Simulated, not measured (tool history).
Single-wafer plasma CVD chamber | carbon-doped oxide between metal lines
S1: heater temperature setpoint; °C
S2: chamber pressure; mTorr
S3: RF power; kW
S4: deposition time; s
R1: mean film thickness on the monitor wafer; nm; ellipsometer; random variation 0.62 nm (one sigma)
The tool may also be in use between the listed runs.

run	hour	S1	S2	S3	S4	R1
1	0.0	325	6550	0.595	23.3	143.76
2	8.0	328	6400	0.575	23.3	139.42
3	16.0	328	5820	0.575	23.3	139.64
4	22.6	333	5820	0.575	23.3	136.53
5	31.3	333	5820	0.610	23.3	141.00
6	37.6	333	5820	0.610	24.1	145.34
7	38.6	335	5780	0.585	24.0	139.14
8	45.2	337	5770	0.575	24.0	137.11
9	50.4	339	5750	0.565	24.0	135.85

The next listed run, before its measurement:
10	55.7	340	5710	0.550	24.0	?

Run 10 gave R1 132.98 nm.

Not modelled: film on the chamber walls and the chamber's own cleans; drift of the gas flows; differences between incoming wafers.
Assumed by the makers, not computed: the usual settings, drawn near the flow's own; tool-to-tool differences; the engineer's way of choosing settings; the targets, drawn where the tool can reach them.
